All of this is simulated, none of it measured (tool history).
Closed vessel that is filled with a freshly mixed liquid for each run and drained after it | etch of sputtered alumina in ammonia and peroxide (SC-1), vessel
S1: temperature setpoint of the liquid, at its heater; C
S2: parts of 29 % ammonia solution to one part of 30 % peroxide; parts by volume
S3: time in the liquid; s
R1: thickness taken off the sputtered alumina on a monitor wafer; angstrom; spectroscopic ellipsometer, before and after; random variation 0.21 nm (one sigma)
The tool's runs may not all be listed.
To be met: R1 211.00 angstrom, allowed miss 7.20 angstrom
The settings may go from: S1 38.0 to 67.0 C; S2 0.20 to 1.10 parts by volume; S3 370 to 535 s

run,hour,S1,S2,S3,R1
1,0.0,51.0,0.60,535,167.46
2,1.2,51.5,0.60,535,171.97
3,4.7,51.5,0.70,535,173.50
4,9.7,52.0,0.70,535,177.29
5,15.8,52.5,0.70,535,181.36
6,17.9,52.5,0.70,535,185.61
7,19.9,53.0,0.70,535,189.16
8,24.9,54.0,0.70,535,200.48

Which of these 4 next moves meets every target?
A,29.9,53.0,0.75,535,?
B,29.9,55.5,0.70,515,?
C,29.9,52.5,0.65,535,?
D,29.9,54.0,0.80,515,?

move,R1
A,188.62
B,206.14
C,181.13
D,192.75
A: further off than the last run
B: meets every target
C: further off than the last run
D: further off than the last run
Answer: B
